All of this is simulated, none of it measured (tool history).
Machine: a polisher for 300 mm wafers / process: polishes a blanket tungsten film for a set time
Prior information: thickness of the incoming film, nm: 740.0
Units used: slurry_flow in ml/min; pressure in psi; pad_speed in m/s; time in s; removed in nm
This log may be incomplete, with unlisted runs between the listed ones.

run	hour	slurry_flow	pressure	pad_speed	slurry_solids	time	removed
1	0.0	320	4.4	1.30	1.0	44	259.41
2	3.5	320	4.3	1.30	1.0	44	257.58
3	12.5	320	4.2	1.30	1.0	44	253.13
4	21.2	270	4.2	1.30	1.0	44	250.97
5	28.9	270	4.2	1.30	1.0	44	245.56
6	31.2	265	4.1	1.30	1.0	44	243.42
# hour 32.9: worn pad replaced by a new one
7	32.9	265	4.0	1.30	1.0	44	265.59

What will run 8 give?
8	41.6	280	4.2	1.28	1.0	44	?

{"run 8": {"removed": 270.46}}
